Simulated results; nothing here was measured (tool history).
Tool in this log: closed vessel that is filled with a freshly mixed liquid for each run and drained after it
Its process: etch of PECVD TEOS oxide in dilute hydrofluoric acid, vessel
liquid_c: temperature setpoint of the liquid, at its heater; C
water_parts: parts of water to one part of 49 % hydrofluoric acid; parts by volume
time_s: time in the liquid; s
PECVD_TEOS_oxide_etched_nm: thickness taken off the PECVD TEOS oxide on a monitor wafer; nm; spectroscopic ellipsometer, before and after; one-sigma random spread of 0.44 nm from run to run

| run | hour | liquid_c | water_parts | time_s | PECVD_TEOS_oxide_etched_nm |
|---|---|---|---|---|---|
| 1 | 0 | 23 | 150 | 1395 | 89.156 |
| 2 | 2.4 | 21.5 | 150 | 1395 | 84.557 |
| 3 | 7.8 | 21 | 155 | 1395 | 79.813 |
| 4 | 15.6 | 20.5 | 160 | 1395 | 74.273 |
| 5 | 19.1 | 20.5 | 160 | 1495 | 79.494 |
| 6 | 23.3 | 18.5 | 160 | 1495 | 75.044 |
| 7 | 28.8 | 18.5 | 165 | 1495 | 72.255 |
| 8 | 32.8 | 18.5 | 165 | 1495 | 72.33 |

Run 9, settings as shown, results not yet in. Your forecast:
| 9 | 36.7 | 18.5 | 170 | 1495 | ? |

{"run 9": {"PECVD_TEOS_oxide_etched_nm": 70.121}}
